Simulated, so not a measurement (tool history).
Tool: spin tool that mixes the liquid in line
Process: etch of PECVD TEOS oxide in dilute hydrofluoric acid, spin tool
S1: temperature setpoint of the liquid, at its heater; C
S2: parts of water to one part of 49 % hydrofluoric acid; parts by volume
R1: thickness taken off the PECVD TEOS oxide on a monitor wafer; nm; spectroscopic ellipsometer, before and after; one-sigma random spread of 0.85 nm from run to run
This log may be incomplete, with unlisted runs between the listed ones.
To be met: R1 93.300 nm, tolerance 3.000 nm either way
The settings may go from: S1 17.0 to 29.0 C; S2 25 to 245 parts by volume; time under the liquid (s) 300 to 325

run 1 hour=0.0 | S1=21.0 S2=135 time_under_the_liquid_(s)=300 | R1=26.278
run 2 hour=4.2 | S1=23.0 S2=105 time_under_the_liquid_(s)=300 | R1=37.718
run 3 hour=5.6 | S1=23.0 S2=105 time_under_the_liquid_(s)=325 | R1=41.045
run 4 hour=9.5 | S1=24.5 S2=85 time_under_the_liquid_(s)=325 | R1=54.421
-- hour=13.4 hydrofluoric acid flow meter replaced
run 5 hour=13.4 | S1=21.5 S2=85 time_under_the_liquid_(s)=325 | R1=44.260
run 6 hour=14.8 | S1=23.5 S2=85 time_under_the_liquid_(s)=325 | R1=47.733
run 7 hour=17.1 | S1=25.0 S2=70 time_under_the_liquid_(s)=325 | R1=62.324
run 8 hour=23.5 | S1=25.0 S2=70 time_under_the_liquid_(s)=325 | R1=62.020

Of the 4 settings listed for the next run, only one would bring every result within its allowed miss of target. Which one?
run A hour=29.9 | S1=28.0 S2=55 time_under_the_liquid_(s)=325 | R1=?
run B hour=29.9 | S1=25.0 S2=80 time_under_the_liquid_(s)=310 | R1=?
run C hour=29.9 | S1=24.5 S2=85 time_under_the_liquid_(s)=300 | R1=?
run D hour=29.9 | S1=22.5 S2=90 time_under_the_liquid_(s)=325 | R1=?

move=A R1=93.095
move=B R1=52.354
move=C R1=46.445
move=D R1=43.581
A: all results land within tolerance of their targets
B: further off than the last run
C: further off than the last run
D: further off than the last run
Go with A: it meets all targets.

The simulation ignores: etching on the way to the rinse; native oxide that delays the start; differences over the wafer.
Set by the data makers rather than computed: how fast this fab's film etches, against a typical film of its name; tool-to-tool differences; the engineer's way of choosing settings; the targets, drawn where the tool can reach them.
